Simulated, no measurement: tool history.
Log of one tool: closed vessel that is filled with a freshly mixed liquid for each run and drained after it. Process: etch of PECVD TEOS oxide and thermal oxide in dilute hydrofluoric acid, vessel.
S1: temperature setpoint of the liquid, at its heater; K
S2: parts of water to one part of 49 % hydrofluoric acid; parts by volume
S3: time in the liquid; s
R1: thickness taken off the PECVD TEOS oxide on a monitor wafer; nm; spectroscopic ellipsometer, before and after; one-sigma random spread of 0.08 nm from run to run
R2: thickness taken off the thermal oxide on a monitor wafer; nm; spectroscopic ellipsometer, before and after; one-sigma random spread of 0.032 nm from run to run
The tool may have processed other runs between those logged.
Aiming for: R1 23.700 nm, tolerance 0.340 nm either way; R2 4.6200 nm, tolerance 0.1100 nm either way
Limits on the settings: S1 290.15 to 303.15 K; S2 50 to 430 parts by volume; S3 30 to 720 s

run	hour	S1	S2	S3	R1	R2
1	0.0	295.15	240	370	31.176	6.0996
2	8.7	294.65	240	370	30.705	5.9246
3	12.5	294.15	240	370	30.097	5.7669
4	14.3	294.15	245	370	29.327	5.6385
5	15.7	294.15	215	370	34.350	6.6578
6	23.9	297.65	215	370	39.134	7.5513
7	31.3	296.65	220	370	36.581	7.1225
8	38.1	292.65	270	370	24.635	4.7783
9	46.6	292.15	270	370	24.107	4.7195

Of the 4 settings listed for the next run, only one would bring every result within its allowed miss of target. Which one?
A	55.1	299.65	120	100	?	?
B	55.1	293.15	320	435	?	?
C	55.1	291.65	285	380	?	?
D	55.1	292.15	285	375	?	?

move	R1	R2
A	22.909	4.3534
B	23.847	4.5319
C	22.824	4.3373
D	22.948	4.3610
A: moves the result that the last run missed by most past its target, out the other side
B: all results land within tolerance of their targets
C: moves the result that the last run missed by most past its target, out the other side
D: moves the result that the last run missed by most past its target, out the other side
B is the move that brings every result within its allowed miss.
